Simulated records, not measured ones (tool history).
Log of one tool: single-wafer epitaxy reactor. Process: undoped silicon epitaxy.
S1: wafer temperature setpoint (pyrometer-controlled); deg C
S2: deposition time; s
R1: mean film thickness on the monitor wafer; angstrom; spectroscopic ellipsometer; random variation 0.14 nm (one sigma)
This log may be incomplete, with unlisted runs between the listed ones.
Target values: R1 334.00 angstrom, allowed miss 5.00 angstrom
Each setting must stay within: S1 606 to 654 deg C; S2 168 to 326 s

run 1 hour=0.0 | S1=630 S2=247 | R1=268.91
run 2 hour=8.7 | S1=630 S2=231 | R1=251.91
run 3 hour=12.1 | S1=639 S2=231 | R1=303.64
run 4 hour=16.9 | S1=640 S2=231 | R1=310.07
run 5 hour=23.7 | S1=650 S2=231 | R1=383.54
run 6 hour=27.0 | S1=650 S2=252 | R1=420.33
run 7 hour=35.5 | S1=638 S2=251 | R1=325.01
run 8 hour=40.3 | S1=638 S2=251 | R1=321.00

Which single option among these 4 for the next run brings every result within its allowed miss of target? Just one does.
run A hour=45.1 | S1=634 S2=266 | R1=?
run B hour=45.1 | S1=639 S2=254 | R1=?
run C hour=45.1 | S1=635 S2=257 | R1=?
run D hour=45.1 | S1=641 S2=230 | R1=?

move=A R1=314.79
move=B R1=334.27
move=C R1=310.70
move=D R1=315.72
A: its largest miss is bigger than the last run's
B: all results land within tolerance of their targets
C: its largest miss is bigger than the last run's
D: its largest miss is bigger than the last run's
Correct choice: B, which meets every target
